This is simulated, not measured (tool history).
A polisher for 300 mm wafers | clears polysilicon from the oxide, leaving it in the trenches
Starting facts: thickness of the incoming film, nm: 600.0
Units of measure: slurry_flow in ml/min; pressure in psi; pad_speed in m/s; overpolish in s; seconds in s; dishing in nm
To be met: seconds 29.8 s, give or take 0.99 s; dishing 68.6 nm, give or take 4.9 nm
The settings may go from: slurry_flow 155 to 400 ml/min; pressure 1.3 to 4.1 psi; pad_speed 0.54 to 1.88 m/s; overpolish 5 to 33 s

run 1 hour=0 | slurry_flow=255 pressure=2.7 pad_speed=1.2 overpolish=17 | seconds=41.853 dishing=67.854
run 2 hour=6.6 | slurry_flow=255 pressure=2.8 pad_speed=1.2 overpolish=17 | seconds=40.667 dishing=69.849
run 3 hour=8.1 | slurry_flow=255 pressure=2.9 pad_speed=1.2 overpolish=15 | seconds=39.98 dishing=66.315
run 4 hour=15.3 | slurry_flow=255 pressure=3 pad_speed=1.2 overpolish=15 | seconds=38.174 dishing=66.898
run 5 hour=19.3 | slurry_flow=255 pressure=2.4 pad_speed=1.2 overpolish=15 | seconds=47.407 dishing=63.339
run 6 hour=22.4 | slurry_flow=255 pressure=2.6 pad_speed=1.2 overpolish=15 | seconds=43.154 dishing=63.513
run 7 hour=29.4 | slurry_flow=255 pressure=2.8 pad_speed=1.2 overpolish=15 | seconds=40.306 dishing=68.555
run 8 hour=36.3 | slurry_flow=255 pressure=2.8 pad_speed=1.2 overpolish=15 | seconds=41.501 dishing=69.147
run 9 hour=37.3 | slurry_flow=255 pressure=2.9 pad_speed=1.24 overpolish=14 | seconds=38.274 dishing=66.155
run 10 hour=39.8 | slurry_flow=255 pressure=3 pad_speed=1.24 overpolish=14 | seconds=37.147 dishing=68.559
run 11 hour=47.9 | slurry_flow=255 pressure=3.1 pad_speed=1.24 overpolish=13 | seconds=36.049 dishing=66.696
run 12 hour=56 | slurry_flow=255 pressure=3.2 pad_speed=1.24 overpolish=13 | seconds=34.981 dishing=66.373
run 13 hour=63.1 | slurry_flow=255 pressure=3.3 pad_speed=1.24 overpolish=13 | seconds=34.057 dishing=67.18
run 14 hour=67.8 | slurry_flow=255 pressure=3.4 pad_speed=1.24 overpolish=13 | seconds=32.809 dishing=67.281
run 15 hour=70.5 | slurry_flow=260 pressure=3.6 pad_speed=1.24 overpolish=13 | seconds=31.315 dishing=67.753
-- hour=76.7 worn pad replaced by a new one
run 16 hour=76.7 | slurry_flow=260 pressure=3.7 pad_speed=1.24 overpolish=13 | seconds=28.798 dishing=71.253

Exactly one of the 5 candidate moves below puts every result within its allowed miss. Which one?
run A hour=82.9 | slurry_flow=230 pressure=3.6 pad_speed=1.32 overpolish=10 | seconds=? dishing=?
run B hour=82.9 | slurry_flow=265 pressure=4 pad_speed=1.22 overpolish=19 | seconds=? dishing=?
run C hour=82.9 | slurry_flow=210 pressure=3.9 pad_speed=1.16 overpolish=14 | seconds=? dishing=?
run D hour=82.9 | slurry_flow=370 pressure=3.9 pad_speed=1.16 overpolish=30 | seconds=? dishing=?
run E hour=82.9 | slurry_flow=245 pressure=3.2 pad_speed=1.28 overpolish=11 | seconds=? dishing=?

move=A seconds=28.284 dishing=65.796
move=B seconds=26.876 dishing=68.811
move=C seconds=29.402 dishing=67.871
move=D seconds=27.885 dishing=68.95
move=E seconds=32.221 dishing=65.442
A: the biggest miss grows against the last run
B: the biggest miss grows against the last run
C: all results in spec
D: the biggest miss grows against the last run
E: takes the result that was furthest off past its target
C is the move that brings every result within its allowed miss.
